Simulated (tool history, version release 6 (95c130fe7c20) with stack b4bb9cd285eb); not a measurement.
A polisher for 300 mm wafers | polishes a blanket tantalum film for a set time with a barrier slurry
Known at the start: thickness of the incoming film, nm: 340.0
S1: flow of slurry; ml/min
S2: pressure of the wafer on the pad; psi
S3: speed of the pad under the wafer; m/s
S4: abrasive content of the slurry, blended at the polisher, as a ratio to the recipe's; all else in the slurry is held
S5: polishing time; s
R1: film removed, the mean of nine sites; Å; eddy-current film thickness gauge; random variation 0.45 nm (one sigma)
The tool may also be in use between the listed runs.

| run | hour | S1 | S2 | S3 | S4 | S5 | R1 |
|---|---|---|---|---|---|---|---|
| 1 | 0.0 | 235 | 2.5 | 0.86 | 1.0 | 28 | 602.42 |
| 2 | 4.9 | 235 | 2.5 | 1.02 | 1.0 | 28 | 711.18 |
| 3 | 8.1 | 235 | 3.0 | 1.02 | 1.0 | 28 | 802.21 |
| 4 | 11.2 | 235 | 2.7 | 1.02 | 1.0 | 28 | 740.58 |
| 5 | 12.5 | 235 | 3.1 | 1.02 | 1.0 | 28 | 818.00 |
| 6 | 16.6 | 235 | 3.1 | 0.92 | 1.0 | 28 | 726.05 |

Run 7 comes next. What will it give?
| 7 | 17.9 | 235 | 2.9 | 0.92 | 1.0 | 28 | ? |

{"run 7": {"R1": 701.72}}

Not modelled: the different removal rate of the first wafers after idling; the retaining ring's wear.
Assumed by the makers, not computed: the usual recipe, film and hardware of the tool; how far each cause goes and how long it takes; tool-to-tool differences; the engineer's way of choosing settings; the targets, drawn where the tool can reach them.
